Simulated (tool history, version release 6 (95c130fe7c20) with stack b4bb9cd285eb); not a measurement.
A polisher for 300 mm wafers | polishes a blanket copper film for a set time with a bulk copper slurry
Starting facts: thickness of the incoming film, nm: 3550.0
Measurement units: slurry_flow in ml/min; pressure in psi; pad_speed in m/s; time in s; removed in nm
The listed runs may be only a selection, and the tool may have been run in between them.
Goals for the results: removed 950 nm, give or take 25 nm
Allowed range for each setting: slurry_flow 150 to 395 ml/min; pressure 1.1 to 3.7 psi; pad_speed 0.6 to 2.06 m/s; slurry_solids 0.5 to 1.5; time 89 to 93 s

{"run": 1, "hour": 0.0, "slurry_flow": 250, "pressure": 2.4, "pad_speed": 1.32, "slurry_solids": 1, "time": 89, "removed": 815.96}
{"run": 2, "hour": 7.8, "slurry_flow": 250, "pressure": 2.4, "pad_speed": 1.1, "slurry_solids": 1, "time": 89, "removed": 679.36}
{"run": 3, "hour": 12.3, "slurry_flow": 255, "pressure": 2.6, "pad_speed": 1.1, "slurry_solids": 1, "time": 89, "removed": 733.62}
{"run": 4, "hour": 19.1, "slurry_flow": 255, "pressure": 2.7, "pad_speed": 1.1, "slurry_solids": 1, "time": 89, "removed": 741.75}
{"run": 5, "hour": 24.6, "slurry_flow": 255, "pressure": 2.9, "pad_speed": 1.1, "slurry_solids": 1, "time": 89, "removed": 780.13}
{"run": 6, "hour": 32.0, "slurry_flow": 260, "pressure": 3, "pad_speed": 1.1, "slurry_solids": 1, "time": 89, "removed": 815.7}
{"run": 7, "hour": 37.4, "slurry_flow": 265, "pressure": 3.1, "pad_speed": 1.1, "slurry_solids": 1, "time": 89, "removed": 847.42}
{"run": 8, "hour": 43.4, "slurry_flow": 270, "pressure": 3.2, "pad_speed": 1.1, "slurry_solids": 1, "time": 89, "removed": 864.59}
{"run": 9, "hour": 45.8, "slurry_flow": 270, "pressure": 3.3, "pad_speed": 1.1, "slurry_solids": 1, "time": 89, "removed": 877.73}
{"run": 10, "hour": 54.8, "slurry_flow": 270, "pressure": 3.3, "pad_speed": 1.1, "slurry_solids": 1, "time": 89, "removed": 892.26}
{"run": 11, "hour": 58.8, "slurry_flow": 275, "pressure": 3.4, "pad_speed": 1.1, "slurry_solids": 1, "time": 89, "removed": 899.21}

Next run, 4 choices. One meets every target within its allowed miss, the rest don't. Which?
{"run": "A", "hour": 62.8, "slurry_flow": 260, "pressure": 3.7, "pad_speed": 1.04, "slurry_solids": 1.2, "time": 93, "removed": "?"}
{"run": "B", "hour": 62.8, "slurry_flow": 230, "pressure": 3.7, "pad_speed": 1, "slurry_solids": 1, "time": 90, "removed": "?"}
{"run": "C", "hour": 62.8, "slurry_flow": 240, "pressure": 3.6, "pad_speed": 1.06, "slurry_solids": 1, "time": 93, "removed": "?"}
{"run": "D", "hour": 62.8, "slurry_flow": 280, "pressure": 3.4, "pad_speed": 1.16, "slurry_solids": 1.05, "time": 93, "removed": "?"}

move=A removed=990.04
move=B removed=871.67
move=C removed=936.94
move=D removed=1004.9
A: the result that was furthest off in the last run now lies on the other side of its target
B: lands further from the targets than the last run did
C: each result inside its tolerance
D: the result that was furthest off in the last run now lies on the other side of its target
Go with C: it meets all targets.

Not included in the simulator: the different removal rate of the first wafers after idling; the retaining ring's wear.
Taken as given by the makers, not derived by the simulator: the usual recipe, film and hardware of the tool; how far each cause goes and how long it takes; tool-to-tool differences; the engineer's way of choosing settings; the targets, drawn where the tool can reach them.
